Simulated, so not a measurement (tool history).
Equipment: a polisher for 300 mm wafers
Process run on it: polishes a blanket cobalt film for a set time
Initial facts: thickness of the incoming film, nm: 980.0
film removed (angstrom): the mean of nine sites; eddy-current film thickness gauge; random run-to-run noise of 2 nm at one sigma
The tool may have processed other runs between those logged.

| run | hour | flow of slurry (ml/min) | pressure of the wafer on the pad (psi) | speed of the pad under the wafer (cm/s) | polishing time (s) | film removed (angstrom) |
|---|---|---|---|---|---|---|
| 1 | 0.0 | 195 | 1.9 | 118 | 36 | 2437.3 |
| 2 | 6.0 | 195 | 1.9 | 106 | 36 | 2219.3 |
| 3 | 14.0 | 195 | 1.9 | 118 | 36 | 2438.4 |
| 4 | 20.6 | 195 | 1.9 | 138 | 36 | 2779.9 |
| 5 | 28.2 | 195 | 2.4 | 138 | 36 | 3260.4 |
| 6 | 30.8 | 195 | 2.4 | 138 | 32 | 2871.6 |
| 7 | 31.8 | 190 | 2.2 | 138 | 32 | 2717.9 |
| 8 | 38.3 | 185 | 2.0 | 138 | 32 | 2535.0 |

Forecast run 9:
| 9 | 46.8 | 180 | 1.9 | 138 | 32 | ? |

{"run 9": {"film removed (angstrom)": 2453.7}}
